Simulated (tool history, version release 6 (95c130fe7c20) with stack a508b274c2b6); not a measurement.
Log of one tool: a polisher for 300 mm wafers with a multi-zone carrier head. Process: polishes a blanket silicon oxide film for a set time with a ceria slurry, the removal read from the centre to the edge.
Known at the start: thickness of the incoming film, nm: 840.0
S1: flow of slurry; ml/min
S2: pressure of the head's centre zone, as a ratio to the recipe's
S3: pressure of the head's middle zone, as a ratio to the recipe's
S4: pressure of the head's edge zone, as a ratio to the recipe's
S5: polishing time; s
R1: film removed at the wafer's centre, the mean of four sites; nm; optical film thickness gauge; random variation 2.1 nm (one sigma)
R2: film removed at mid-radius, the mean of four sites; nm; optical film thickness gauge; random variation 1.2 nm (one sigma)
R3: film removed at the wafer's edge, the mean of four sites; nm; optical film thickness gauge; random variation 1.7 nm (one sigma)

run  hour   S1    S2    S3    S4  S5      R1      R2      R3
  1   0.0  205  1.00  1.00  1.00  71  281.17  286.87  279.34
  2   4.6  205  1.00  0.97  1.00  71  284.50  278.39  286.77
  3   6.9  205  1.08  0.97  1.00  71  305.51  277.83  285.07
  4  12.9  195  1.07  0.95  0.97  60  252.94  225.56  234.86
  5  14.1  195  1.07  0.88  0.97  60  248.28  215.31  233.34
  6  16.0  185  1.06  0.87  0.93  54  222.69  192.76  205.68
  7  23.6  175  1.05  0.85  0.91  50  207.40  170.07  190.87

Run 8 comes next. What will it give?
  8  32.5  185  1.03  0.86  0.89  47   ?   ?   ?

R1: 187.83 nm
R2: 162.65 nm
R3: 176.82 nm
